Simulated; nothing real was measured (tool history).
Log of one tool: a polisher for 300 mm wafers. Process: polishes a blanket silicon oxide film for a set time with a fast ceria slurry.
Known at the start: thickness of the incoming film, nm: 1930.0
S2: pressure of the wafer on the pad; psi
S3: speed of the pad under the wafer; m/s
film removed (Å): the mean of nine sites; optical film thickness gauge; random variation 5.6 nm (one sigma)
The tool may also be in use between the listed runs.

run 1 hour=0.0 | flow_of_slurry_(ml/min)=240 S2=1.8 S3=0.78 polishing_time_(s)=55 | film_removed_(Å)=4349.4
run 2 hour=5.8 | flow_of_slurry_(ml/min)=240 S2=1.8 S3=0.62 polishing_time_(s)=55 | film_removed_(Å)=3466.8
run 3 hour=6.8 | flow_of_slurry_(ml/min)=240 S2=1.8 S3=0.62 polishing_time_(s)=55 | film_removed_(Å)=3469.3
run 4 hour=13.6 | flow_of_slurry_(ml/min)=245 S2=2.1 S3=0.64 polishing_time_(s)=55 | film_removed_(Å)=4165.3
run 5 hour=19.1 | flow_of_slurry_(ml/min)=245 S2=1.9 S3=0.64 polishing_time_(s)=55 | film_removed_(Å)=3771.6
run 6 hour=22.1 | flow_of_slurry_(ml/min)=245 S2=2.2 S3=0.64 polishing_time_(s)=55 | film_removed_(Å)=4369.1
run 7 hour=30.4 | flow_of_slurry_(ml/min)=250 S2=2.4 S3=0.66 polishing_time_(s)=55 | film_removed_(Å)=4950.7
run 8 hour=34.9 | flow_of_slurry_(ml/min)=250 S2=2.5 S3=0.68 polishing_time_(s)=55 | film_removed_(Å)=5296.7
run 9 hour=40.0 | flow_of_slurry_(ml/min)=255 S2=2.6 S3=0.70 polishing_time_(s)=55 | film_removed_(Å)=5633.1
run 10 hour=42.8 | flow_of_slurry_(ml/min)=255 S2=2.7 S3=0.72 polishing_time_(s)=55 | film_removed_(Å)=5969.9

The next listed run, before its measurement:
run 11 hour=44.6 | flow_of_slurry_(ml/min)=255 S2=2.7 S3=0.74 polishing_time_(s)=55 | film_removed_(Å)=?

film removed (Å): 6277.1

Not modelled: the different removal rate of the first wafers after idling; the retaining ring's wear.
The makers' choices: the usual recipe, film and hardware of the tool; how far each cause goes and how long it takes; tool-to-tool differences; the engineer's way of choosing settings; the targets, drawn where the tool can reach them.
